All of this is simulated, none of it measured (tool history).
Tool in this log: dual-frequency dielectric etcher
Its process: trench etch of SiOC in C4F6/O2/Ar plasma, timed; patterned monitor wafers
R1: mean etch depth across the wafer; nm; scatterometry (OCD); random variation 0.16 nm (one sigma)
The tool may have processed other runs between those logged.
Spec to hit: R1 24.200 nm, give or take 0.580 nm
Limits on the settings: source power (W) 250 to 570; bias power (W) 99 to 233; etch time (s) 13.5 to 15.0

Run 1, hour 0.0: source power (W) 410, bias power (W) 166, etch time (s) 15.0. Result: R1 28.300 nm.
Run 2, hour 3.6: source power (W) 460, bias power (W) 166, etch time (s) 15.0. Result: R1 29.693 nm.
Run 3, hour 12.3: source power (W) 420, bias power (W) 160, etch time (s) 15.0. Result: R1 27.837 nm.
Run 4, hour 17.1: source power (W) 420, bias power (W) 160, etch time (s) 15.0. Result: R1 28.033 nm.
Run 5, hour 20.8: source power (W) 420, bias power (W) 160, etch time (s) 15.0. Result: R1 27.873 nm.
Run 6, hour 25.6: source power (W) 420, bias power (W) 160, etch time (s) 15.0. Result: R1 27.985 nm.
Run 7, hour 26.6: source power (W) 390, bias power (W) 157, etch time (s) 15.0. Result: R1 26.980 nm.
Run 8, hour 30.4: source power (W) 370, bias power (W) 155, etch time (s) 15.0. Result: R1 26.018 nm.
Run 9, hour 37.2: source power (W) 360, bias power (W) 154, etch time (s) 15.0. Result: R1 25.785 nm.
Run 10, hour 43.1: source power (W) 350, bias power (W) 153, etch time (s) 15.0. Result: R1 25.396 nm.

Of the 4 settings listed for the next run, only one would bring every result within its allowed miss of target. Which one?
Run A, hour 49.0: source power (W) 350, bias power (W) 148, etch time (s) 14.5. Result: R1 ?.
Run B, hour 49.0: source power (W) 430, bias power (W) 182, etch time (s) 13.5. Result: R1 ?.
Run C, hour 49.0: source power (W) 370, bias power (W) 159, etch time (s) 15.0. Result: R1 ?.
Run D, hour 49.0: source power (W) 420, bias power (W) 168, etch time (s) 14.5. Result: R1 ?.

move      R1
   A  24.116
   B  26.795
   C  26.333
   D  27.653
A: each result inside its tolerance
B: its largest miss is bigger than the last run's
C: its largest miss is bigger than the last run's
D: its largest miss is bigger than the last run's
A meets every target.
